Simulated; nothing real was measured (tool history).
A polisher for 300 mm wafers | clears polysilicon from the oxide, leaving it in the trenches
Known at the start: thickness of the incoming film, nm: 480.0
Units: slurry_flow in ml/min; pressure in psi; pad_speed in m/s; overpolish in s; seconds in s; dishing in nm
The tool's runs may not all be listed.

| run | hour | slurry_flow | pressure | pad_speed | overpolish | seconds | dishing |
|---|---|---|---|---|---|---|---|
| 1 | 0 | 235 | 2.6 | 1.08 | 9 | 30.285 | 57.974 |
| 2 | 3 | 235 | 2.6 | 0.92 | 9 | 35.067 | 54.297 |
| 3 | 10.9 | 235 | 2.5 | 0.92 | 9 | 36.092 | 55.14 |
| 4 | 17.8 | 235 | 2.5 | 0.68 | 9 | 49.078 | 47.843 |
| 5 | 23.7 | 235 | 2.6 | 0.68 | 9 | 47.056 | 48.826 |
| 6 | 25.2 | 235 | 2.6 | 0.68 | 10 | 47.266 | 50.49 |

The next listed run, before its measurement:
| 7 | 31.4 | 235 | 2.7 | 0.68 | 10 | ? | ? |

seconds: 45.482 s
dishing: 52.733 nm
